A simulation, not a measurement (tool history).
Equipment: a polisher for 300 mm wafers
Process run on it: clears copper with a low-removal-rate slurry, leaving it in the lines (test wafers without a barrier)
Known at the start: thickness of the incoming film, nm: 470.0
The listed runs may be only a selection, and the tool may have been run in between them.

run	day	flow of slurry (ml/min)	pressure of the wafer on the pad (psi)	speed of the pad under the wafer (cm/s)	abrasive content of the slurry	overpolish time after the end point (s)	time until the end point was called (s)	dishing of a wide line in a test structure (nm)
1	0.000	230	2.6	110	1.0	22	188.68	37.142
2	0.188	230	2.0	110	1.0	22	221.28	33.570
3	0.492	230	2.0	110	1.0	17	216.46	27.363
4	0.638	230	1.4	110	1.0	17	259.88	22.936
5	0.783	230	2.0	112	1.0	18	216.05	27.777
6	1.108	230	2.4	114	1.0	19	195.90	33.804

Estimate the outcome of run 7 from the log above:
7	1.142	235	2.8	118	1.0	19	?	?

time until the end point was called (s): 171.22
dishing of a wide line in a test structure (nm): 36.607

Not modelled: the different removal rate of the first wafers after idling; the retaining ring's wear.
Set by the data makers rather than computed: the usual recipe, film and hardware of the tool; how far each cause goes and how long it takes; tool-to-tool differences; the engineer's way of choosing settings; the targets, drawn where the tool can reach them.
